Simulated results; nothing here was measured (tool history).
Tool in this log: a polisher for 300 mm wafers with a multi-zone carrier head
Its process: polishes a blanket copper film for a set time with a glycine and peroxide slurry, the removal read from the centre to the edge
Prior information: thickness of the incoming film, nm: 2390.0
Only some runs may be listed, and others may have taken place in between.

run	hour	flow of slurry (ml/min)	pressure of the head's centre zone	pressure of the head's middle zone	pressure of the head's edge zone	polishing time (s)	film removed at the wafer's centre (angstrom)	film removed at mid-radius (angstrom)	film removed at the wafer's edge (angstrom)
1	0	120	1	1	1	66	3224.1	3249.4	3303.1
2	2.4	120	1	1	0.95	66	3211.1	3224.3	3184.3
3	4.4	115	0.99	1	0.93	62	2935.8	3005	2951
4	10.7	115	0.91	1	0.93	62	2740.9	3001.4	2919.6
5	12.2	115	0.91	1	1	62	2704.8	2980.7	3050.9
6	20.1	115	0.84	1	1	62	2507.4	3014.6	3072.6

Run 7, settings as shown, results not yet in. Your forecast:
7	21.1	95	0.92	1.01	0.9	44	?	?	?

film removed at the wafer's centre (angstrom): 1852.4
film removed at mid-radius (angstrom): 2025
film removed at the wafer's edge (angstrom): 2002.1
